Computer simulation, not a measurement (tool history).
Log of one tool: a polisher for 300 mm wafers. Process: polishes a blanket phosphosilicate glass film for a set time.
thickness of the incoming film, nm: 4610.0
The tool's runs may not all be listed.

run,day,flow of slurry (ml/min),pressure of the wafer on the pad (kPa),speed of the pad under the wafer (cm/s),abrasive content of the slurry,polishing time (s),film removed (angstrom)
1,0.000,280,24.8,106,1.0,20,2365.2
2,0.062,280,30.3,106,1.0,20,2765.6
3,0.104,280,26.2,106,1.0,20,2478.6
4,0.296,320,26.2,106,1.0,20,2529.5
5,0.400,305,23.4,106,1.0,20,2317.8
# day 0.525: head pressure recalibrated
6,0.525,290,21.4,106,1.0,20,1932.6
7,0.717,280,21.4,106,1.0,20,1963.2
8,1.004,265,21.4,106,1.0,20,1948.5

Run 9 comes next. What will it give?
9,1.075,250,21.4,106,1.0,20,?

Run 9 gave film removed (angstrom) 1940.0.

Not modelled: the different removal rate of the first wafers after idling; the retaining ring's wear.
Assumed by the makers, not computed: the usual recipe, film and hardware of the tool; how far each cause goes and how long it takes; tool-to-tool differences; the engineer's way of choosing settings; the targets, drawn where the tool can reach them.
